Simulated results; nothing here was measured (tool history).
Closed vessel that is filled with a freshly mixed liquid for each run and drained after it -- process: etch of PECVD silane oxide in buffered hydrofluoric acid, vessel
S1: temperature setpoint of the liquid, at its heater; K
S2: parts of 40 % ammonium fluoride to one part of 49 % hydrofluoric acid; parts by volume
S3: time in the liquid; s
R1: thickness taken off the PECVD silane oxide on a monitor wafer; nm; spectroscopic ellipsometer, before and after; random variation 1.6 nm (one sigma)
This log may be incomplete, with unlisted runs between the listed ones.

run  hour      S1    S2   S3      R1
  1     0  294.15  16.5  100  120.71
  2   6.7  292.65  16.5  100  111.27
  3   8.5  295.65  15.5  100  140.75
  4  13.4  295.65  15.5  105     148
  5  18.1  295.65  15.5  105  148.43
  6  20.8  295.65  15.5  105  149.05
  7  26.1  297.65  15.5  105  165.03
  8  35.4  297.65  15.5  105  167.03
  9  44.6  297.65  15.5  105  164.17
 10  45.6  299.15    15  105  185.32
 11  47.1  300.15    15  105  195.15

The next listed run, before its measurement:
 12  48.7  300.65  15  105   ?

Run 12 gave R1 201.49 nm.
